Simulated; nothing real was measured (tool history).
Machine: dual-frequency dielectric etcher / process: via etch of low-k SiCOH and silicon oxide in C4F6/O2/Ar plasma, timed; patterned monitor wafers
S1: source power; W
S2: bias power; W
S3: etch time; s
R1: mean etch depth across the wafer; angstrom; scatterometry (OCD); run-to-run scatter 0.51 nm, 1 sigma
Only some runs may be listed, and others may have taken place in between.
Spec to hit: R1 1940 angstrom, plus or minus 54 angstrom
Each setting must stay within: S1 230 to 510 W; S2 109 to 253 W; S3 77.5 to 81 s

{"run": 1, "hour": 0.0, "S1": 370, "S2": 181, "S3": 77.5, "R1": 2092.3}
{"run": 2, "hour": 0.8, "S1": 370, "S2": 181, "S3": 77.5, "R1": 2083.9}
{"run": 3, "hour": 8.2, "S1": 360, "S2": 180, "S3": 77.5, "R1": 2064.7}
{"run": 4, "hour": 9.9, "S1": 360, "S2": 180, "S3": 77.5, "R1": 2053.3}
{"run": 5, "hour": 11.1, "S1": 360, "S2": 180, "S3": 77.5, "R1": 2058.2}
{"run": 6, "hour": 16.0, "S1": 360, "S2": 163, "S3": 77.5, "R1": 2001.6}
{"run": 7, "hour": 20.4, "S1": 360, "S2": 162, "S3": 77.5, "R1": 2008.7}
{"hour": 21.3, "done": "wet clean of the chamber"}
{"run": 8, "hour": 21.3, "S1": 360, "S2": 161, "S3": 77.5, "R1": 2077.6}
{"run": 9, "hour": 25.2, "S1": 300, "S2": 148, "S3": 77.5, "R1": 1860}
{"run": 10, "hour": 28.1, "S1": 300, "S2": 149, "S3": 77.5, "R1": 1868}

Exactly one of the 4 candidate moves below puts every result within its allowed miss. Which one?
{"run": "A", "hour": 31.0, "S1": 300, "S2": 134, "S3": 78, "R1": "?"}
{"run": "B", "hour": 31.0, "S1": 310, "S2": 140, "S3": 81, "R1": "?"}
{"run": "C", "hour": 31.0, "S1": 250, "S2": 159, "S3": 80, "R1": "?"}
{"run": "D", "hour": 31.0, "S1": 260, "S2": 147, "S3": 80.5, "R1": "?"}

move=A R1=1826.1
move=B R1=1949.6
move=C R1=1802.3
move=D R1=1806.4
A: its largest miss is bigger than the last run's
B: hits every target within its allowed miss
C: its largest miss is bigger than the last run's
D: its largest miss is bigger than the last run's
Go with B: it meets all targets.
